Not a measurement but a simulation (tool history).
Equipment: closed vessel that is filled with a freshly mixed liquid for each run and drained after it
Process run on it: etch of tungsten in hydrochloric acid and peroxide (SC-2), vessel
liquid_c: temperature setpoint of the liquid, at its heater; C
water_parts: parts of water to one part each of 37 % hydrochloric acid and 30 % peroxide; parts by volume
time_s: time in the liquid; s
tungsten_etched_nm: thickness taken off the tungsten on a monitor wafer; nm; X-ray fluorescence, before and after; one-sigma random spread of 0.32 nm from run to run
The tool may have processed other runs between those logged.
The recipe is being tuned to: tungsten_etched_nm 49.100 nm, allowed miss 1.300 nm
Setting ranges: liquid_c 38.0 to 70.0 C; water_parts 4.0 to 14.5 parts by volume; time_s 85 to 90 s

run  hour  liquid_c  water_parts  time_s  tungsten_etched_nm
  1   0.0      54.0          8.0      85              31.360
  2   6.7      57.5          8.0      85              39.371
  3  12.7      57.5          8.0      85              39.406
  4  14.5      50.5          8.0      85              25.001
  5  20.8      53.5          8.0      85              30.783
  6  21.9      55.5          8.0      85              34.802
  7  30.8      57.0          8.0      85              38.289
  8  35.3      58.0          8.0      85              40.273
  9  38.2      62.0          8.0      85              52.273
 10  45.0      61.5          8.0      85              50.401

Next run, 4 choices. One meets every target within its allowed miss, the rest don't. Which?
  A  51.8      62.0          8.0      85                   ?
  B  51.8      61.5          7.5      85                   ?
  C  51.8      64.0         10.0      90                   ?
  D  51.8      61.5          9.0      90                   ?

move  tungsten_etched_nm
   A              51.813
   B              52.873
   C              51.713
   D              48.349
A: lands further from the targets than the last run did
B: lands further from the targets than the last run did
C: lands further from the targets than the last run did
D: each result inside its tolerance
D meets every target.
